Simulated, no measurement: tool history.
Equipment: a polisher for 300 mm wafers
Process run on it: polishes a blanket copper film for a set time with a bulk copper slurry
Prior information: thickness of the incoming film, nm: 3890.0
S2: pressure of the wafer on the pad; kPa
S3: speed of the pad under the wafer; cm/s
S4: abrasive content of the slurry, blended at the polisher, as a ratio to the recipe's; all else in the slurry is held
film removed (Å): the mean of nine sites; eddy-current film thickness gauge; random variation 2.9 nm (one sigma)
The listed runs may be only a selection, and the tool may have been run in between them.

run 1 day=0 | flow_of_slurry_(ml/min)=320 S2=19.3 S3=118 S4=1 polishing_time_(s)=29 | film_removed_(Å)=3399.5
run 2 day=0.192 | flow_of_slurry_(ml/min)=320 S2=18.6 S3=118 S4=1 polishing_time_(s)=29 | film_removed_(Å)=3341.8
run 3 day=0.538 | flow_of_slurry_(ml/min)=320 S2=17.9 S3=118 S4=1 polishing_time_(s)=29 | film_removed_(Å)=3138.5
run 4 day=0.696 | flow_of_slurry_(ml/min)=370 S2=17.9 S3=118 S4=1 polishing_time_(s)=29 | film_removed_(Å)=3235.4
run 5 day=0.992 | flow_of_slurry_(ml/min)=370 S2=17.2 S3=118 S4=1 polishing_time_(s)=29 | film_removed_(Å)=3104.3
run 6 day=1.067 | flow_of_slurry_(ml/min)=370 S2=17.2 S3=118 S4=1.15 polishing_time_(s)=29 | film_removed_(Å)=3280.1
run 7 day=1.308 | flow_of_slurry_(ml/min)=370 S2=16.5 S3=118 S4=1.15 polishing_time_(s)=29 | film_removed_(Å)=3140.9
run 8 day=1.388 | flow_of_slurry_(ml/min)=370 S2=15.9 S3=118 S4=1.15 polishing_time_(s)=29 | film_removed_(Å)=2990.4
run 9 day=1.425 | flow_of_slurry_(ml/min)=365 S2=15.9 S3=118 S4=1.15 polishing_time_(s)=29 | film_removed_(Å)=2992.1

Expected results for the next run?
run 10 day=1.525 | flow_of_slurry_(ml/min)=365 S2=15.9 S3=118 S4=1.15 polishing_time_(s)=29 | film_removed_(Å)=?

film removed (Å): 3004.1
